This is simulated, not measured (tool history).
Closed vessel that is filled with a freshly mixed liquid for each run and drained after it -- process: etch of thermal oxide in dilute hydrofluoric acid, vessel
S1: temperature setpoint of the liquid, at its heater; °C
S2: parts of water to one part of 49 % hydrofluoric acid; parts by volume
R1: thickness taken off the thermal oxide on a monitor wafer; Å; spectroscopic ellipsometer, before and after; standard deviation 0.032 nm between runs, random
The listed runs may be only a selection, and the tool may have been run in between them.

{"run": 1, "hour": 0.0, "S1": 23.0, "S2": 180, "time in the liquid (s)": 340, "R1": 74.387}
{"run": 2, "hour": 8.3, "S1": 23.0, "S2": 125, "time in the liquid (s)": 340, "R1": 114.26}
{"run": 3, "hour": 9.6, "S1": 23.0, "S2": 180, "time in the liquid (s)": 340, "R1": 74.928}
{"run": 4, "hour": 18.3, "S1": 22.5, "S2": 180, "time in the liquid (s)": 340, "R1": 73.081}
{"run": 5, "hour": 22.8, "S1": 22.5, "S2": 180, "time in the liquid (s)": 370, "R1": 79.914}
{"run": 6, "hour": 27.0, "S1": 22.0, "S2": 180, "time in the liquid (s)": 370, "R1": 78.114}

Estimate the outcome of run 7 from the log above:
{"run": 7, "hour": 28.8, "S1": 21.5, "S2": 180, "time in the liquid (s)": 370, "R1": "?"}

{"run 7": {"R1": 77.133}}

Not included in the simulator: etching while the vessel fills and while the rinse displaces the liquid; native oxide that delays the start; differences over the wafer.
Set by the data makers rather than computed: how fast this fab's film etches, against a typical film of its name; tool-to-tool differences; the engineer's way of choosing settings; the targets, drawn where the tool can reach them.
